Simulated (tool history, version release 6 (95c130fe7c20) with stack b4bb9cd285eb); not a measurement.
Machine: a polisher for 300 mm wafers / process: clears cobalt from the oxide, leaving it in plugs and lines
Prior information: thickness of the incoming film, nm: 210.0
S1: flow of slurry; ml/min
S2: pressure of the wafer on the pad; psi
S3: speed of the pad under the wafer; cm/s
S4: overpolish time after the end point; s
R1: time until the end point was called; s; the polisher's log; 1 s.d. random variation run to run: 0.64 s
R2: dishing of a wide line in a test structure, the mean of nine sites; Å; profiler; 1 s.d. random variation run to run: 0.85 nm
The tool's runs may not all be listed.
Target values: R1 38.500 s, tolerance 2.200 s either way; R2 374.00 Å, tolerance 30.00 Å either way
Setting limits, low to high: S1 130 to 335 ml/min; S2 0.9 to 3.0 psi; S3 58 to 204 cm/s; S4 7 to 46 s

Run 1, day 0.000: S1 215 ml/min, S2 1.9 psi, S3 130 cm/s, S4 24 s. Result: R1 32.952 s, R2 715.43 Å.
Run 2, day 0.279: S1 215 ml/min, S2 1.8 psi, S3 130 cm/s, S4 19 s. Result: R1 36.058 s, R2 641.99 Å.
Run 3, day 0.354: S1 165 ml/min, S2 1.8 psi, S3 130 cm/s, S4 19 s. Result: R1 35.961 s, R2 629.68 Å.
Run 4, day 0.471: S1 165 ml/min, S2 1.8 psi, S3 130 cm/s, S4 14 s. Result: R1 37.339 s, R2 523.86 Å.
Run 5, day 0.671: S1 165 ml/min, S2 1.8 psi, S3 130 cm/s, S4 7 s. Result: R1 35.388 s, R2 328.70 Å.
Run 6, day 1.038: S1 165 ml/min, S2 1.4 psi, S3 130 cm/s, S4 7 s. Result: R1 45.371 s, R2 280.77 Å.
Run 7, day 1.288: S1 165 ml/min, S2 1.5 psi, S3 130 cm/s, S4 8 s. Result: R1 42.998 s, R2 326.69 Å.
Run 8, day 1.525: S1 165 ml/min, S2 1.6 psi, S3 130 cm/s, S4 8 s. Result: R1 39.973 s, R2 333.54 Å.

Which single option among these 5 for the next run brings every result within its allowed miss of target? Just one does.
Run A, day 1.762: S1 180 ml/min, S2 1.6 psi, S3 136 cm/s, S4 9 s. Result: R1 ?, R2 ?.
Run B, day 1.762: S1 130 ml/min, S2 1.4 psi, S3 138 cm/s, S4 8 s. Result: R1 ?, R2 ?.
Run C, day 1.762: S1 165 ml/min, S2 1.9 psi, S3 120 cm/s, S4 7 s. Result: R1 ?, R2 ?.
Run D, day 1.762: S1 165 ml/min, S2 1.7 psi, S3 130 cm/s, S4 7 s. Result: R1 ?, R2 ?.
Run E, day 1.762: S1 170 ml/min, S2 1.2 psi, S3 142 cm/s, S4 11 s. Result: R1 ?, R2 ?.

move      R1      R2
   A  37.713  369.85
   B  44.018  298.67
   C  37.733  303.59
   D  38.155  300.88
   E  45.337  374.74
A: all results land within tolerance of their targets
B: the biggest miss grows against the last run
C: the biggest miss grows against the last run
D: the biggest miss grows against the last run
E: the worst result of the last run now meets its target, but another is out of spec
A is the move that brings every result within its allowed miss.
